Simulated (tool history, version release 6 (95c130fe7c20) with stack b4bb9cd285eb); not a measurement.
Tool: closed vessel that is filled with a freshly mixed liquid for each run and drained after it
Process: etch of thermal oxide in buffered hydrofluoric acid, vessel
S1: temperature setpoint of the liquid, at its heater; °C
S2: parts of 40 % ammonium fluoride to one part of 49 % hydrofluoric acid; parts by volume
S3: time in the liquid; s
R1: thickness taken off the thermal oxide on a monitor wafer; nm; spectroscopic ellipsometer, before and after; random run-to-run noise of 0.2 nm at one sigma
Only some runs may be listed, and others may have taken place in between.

run	day	S1	S2	S3	R1
1	0	22	19	95	48.916
2	0.375	22	21	95	45.244
3	0.421	23.5	21	95	48.864
4	0.646	24.5	21	95	51.798
5	0.979	25.5	21	95	54.919
6	1.25	23	21	95	47.933
7	1.604	24.5	21	95	51.763
8	1.742	25.5	21	95	54.713

Estimate the outcome of run 9 from the log above:
9	1.854	26	21	95	?

{"run 9": {"R1": 56.267}}
